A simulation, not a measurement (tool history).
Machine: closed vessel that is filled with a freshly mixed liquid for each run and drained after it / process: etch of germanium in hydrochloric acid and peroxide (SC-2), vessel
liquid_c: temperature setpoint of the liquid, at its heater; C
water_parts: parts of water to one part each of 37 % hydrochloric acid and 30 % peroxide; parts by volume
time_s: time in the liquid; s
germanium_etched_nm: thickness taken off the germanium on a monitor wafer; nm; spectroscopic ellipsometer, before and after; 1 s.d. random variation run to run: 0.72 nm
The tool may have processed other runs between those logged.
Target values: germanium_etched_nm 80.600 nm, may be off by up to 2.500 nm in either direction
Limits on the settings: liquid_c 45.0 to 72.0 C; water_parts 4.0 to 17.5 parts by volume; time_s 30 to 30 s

run 1 day=0.000 | liquid_c=61.0 water_parts=9.5 time_s=30 | germanium_etched_nm=109.530
run 2 day=0.108 | liquid_c=57.5 water_parts=9.5 time_s=30 | germanium_etched_nm=99.987
run 3 day=0.329 | liquid_c=57.5 water_parts=9.5 time_s=30 | germanium_etched_nm=99.434
run 4 day=0.562 | liquid_c=52.0 water_parts=9.5 time_s=30 | germanium_etched_nm=83.107
run 5 day=0.671 | liquid_c=52.0 water_parts=9.5 time_s=30 | germanium_etched_nm=84.620
run 6 day=0.762 | liquid_c=58.5 water_parts=9.5 time_s=30 | germanium_etched_nm=103.320
run 7 day=1.083 | liquid_c=56.0 water_parts=9.5 time_s=30 | germanium_etched_nm=95.653
-- day=1.429 new drum of peroxide connected
run 8 day=1.429 | liquid_c=54.0 water_parts=9.5 time_s=30 | germanium_etched_nm=92.610
run 9 day=1.696 | liquid_c=52.5 water_parts=9.5 time_s=30 | germanium_etched_nm=86.939

Below are 4 possible settings for the next run. Only one of them brings all results inside the allowed miss of their targets. Which is it?
run A day=1.962 | liquid_c=55.0 water_parts=13.0 time_s=30 | germanium_etched_nm=?
run B day=1.962 | liquid_c=50.0 water_parts=9.0 time_s=30 | germanium_etched_nm=?
run C day=1.962 | liquid_c=55.5 water_parts=4.0 time_s=30 | germanium_etched_nm=?
run D day=1.962 | liquid_c=56.0 water_parts=9.5 time_s=30 | germanium_etched_nm=?

move=A germanium_etched_nm=89.536
move=B germanium_etched_nm=79.888
move=C germanium_etched_nm=98.379
move=D germanium_etched_nm=95.714
A: the biggest miss grows against the last run
B: all results in spec
C: the biggest miss grows against the last run
D: the biggest miss grows against the last run
Move B is the one to make.

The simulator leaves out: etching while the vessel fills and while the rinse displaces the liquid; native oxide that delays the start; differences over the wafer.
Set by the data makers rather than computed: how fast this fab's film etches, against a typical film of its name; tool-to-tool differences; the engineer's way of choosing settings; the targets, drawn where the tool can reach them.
